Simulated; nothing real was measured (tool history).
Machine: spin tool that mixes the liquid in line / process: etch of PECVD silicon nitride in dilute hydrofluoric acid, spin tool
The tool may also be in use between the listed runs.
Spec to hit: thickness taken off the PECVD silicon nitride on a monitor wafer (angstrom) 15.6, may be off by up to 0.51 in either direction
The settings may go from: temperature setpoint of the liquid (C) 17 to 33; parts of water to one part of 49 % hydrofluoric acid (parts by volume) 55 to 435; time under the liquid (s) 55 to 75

| run | day | temperature setpoint of the liquid (C) | parts of water to one part of 49 % hydrofluoric acid (parts by volume) | time under the liquid (s) | thickness taken off the PECVD silicon nitride on a monitor wafer (angstrom) |
|---|---|---|---|---|---|
| 1 | 0 | 25 | 245 | 75 | 11.298 |
| 2 | 0.117 | 25 | 275 | 75 | 10.179 |
| 3 | 0.375 | 27 | 275 | 75 | 11.213 |
| 4 | 0.604 | 28.5 | 275 | 75 | 12.484 |
| 5 | 0.746 | 25 | 275 | 75 | 10.089 |
| 6 | 0.771 | 27 | 275 | 75 | 11.17 |
| 7 | 0.85 | 28.5 | 275 | 75 | 12.665 |
| 8 | 1.008 | 29.5 | 275 | 75 | 12.993 |
| 9 | 1.038 | 30.5 | 275 | 75 | 13.873 |
| 10 | 1.4 | 31 | 275 | 75 | 14.252 |
| 11 | 1.592 | 31.5 | 275 | 75 | 14.754 |

Pick the move, out of 4, that brings all results within their allowed miss; only one does.
| A | 1.783 | 31 | 255 | 70 | ? |
| B | 1.783 | 32 | 285 | 70 | ? |
| C | 1.783 | 26 | 215 | 75 | ? |
| D | 1.783 | 29.5 | 235 | 75 | ? |

| move | thickness taken off the PECVD silicon nitride on a monitor wafer (angstrom) |
|---|---|
| A | 14.178 |
| B | 13.373 |
| C | 13.418 |
| D | 15.138 |
A: further off than the last run
B: further off than the last run
C: further off than the last run
D: hits every target within its allowed miss
D is the move that brings every result within its allowed miss.

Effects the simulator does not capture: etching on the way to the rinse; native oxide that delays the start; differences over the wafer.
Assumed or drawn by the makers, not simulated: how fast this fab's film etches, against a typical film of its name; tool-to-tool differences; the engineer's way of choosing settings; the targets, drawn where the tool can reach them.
